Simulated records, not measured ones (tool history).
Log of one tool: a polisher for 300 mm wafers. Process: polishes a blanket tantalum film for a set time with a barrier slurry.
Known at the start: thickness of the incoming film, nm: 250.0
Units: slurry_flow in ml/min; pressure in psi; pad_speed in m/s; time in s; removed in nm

Run 1, hour 0.0: slurry_flow 285 ml/min, pressure 2.4 psi, pad_speed 1.18 m/s, slurry_solids 1.0, time 51 s. Result: removed 117.940 nm.
Run 2, hour 3.3: slurry_flow 330 ml/min, pressure 2.4 psi, pad_speed 1.18 m/s, slurry_solids 1.0, time 51 s. Result: removed 118.790 nm.
Run 3, hour 7.9: slurry_flow 330 ml/min, pressure 2.2 psi, pad_speed 1.18 m/s, slurry_solids 1.0, time 51 s. Result: removed 111.710 nm.
Run 4, hour 13.6: slurry_flow 330 ml/min, pressure 2.2 psi, pad_speed 0.96 m/s, slurry_solids 1.0, time 51 s. Result: removed 92.437 nm.
Run 5, hour 21.4: slurry_flow 330 ml/min, pressure 2.4 psi, pad_speed 0.96 m/s, slurry_solids 1.0, time 51 s. Result: removed 98.128 nm.
Run 6, hour 23.3: slurry_flow 330 ml/min, pressure 2.4 psi, pad_speed 1.12 m/s, slurry_solids 1.0, time 51 s. Result: removed 110.630 nm.
At hour 24.8: slurry blender recalibrated.
Run 7, hour 24.8: slurry_flow 330 ml/min, pressure 2.3 psi, pad_speed 1.12 m/s, slurry_solids 1.0, time 51 s. Result: removed 135.630 nm.
Run 8, hour 31.0: slurry_flow 320 ml/min, pressure 2.3 psi, pad_speed 1.12 m/s, slurry_solids 1.0, time 51 s. Result: removed 138.750 nm.

Forecast run 9:
Run 9, hour 35.3: slurry_flow 335 ml/min, pressure 2.4 psi, pad_speed 1.12 m/s, slurry_solids 1.0, time 51 s. Result: removed ?.

{"run 9": {"removed": 142.29}}

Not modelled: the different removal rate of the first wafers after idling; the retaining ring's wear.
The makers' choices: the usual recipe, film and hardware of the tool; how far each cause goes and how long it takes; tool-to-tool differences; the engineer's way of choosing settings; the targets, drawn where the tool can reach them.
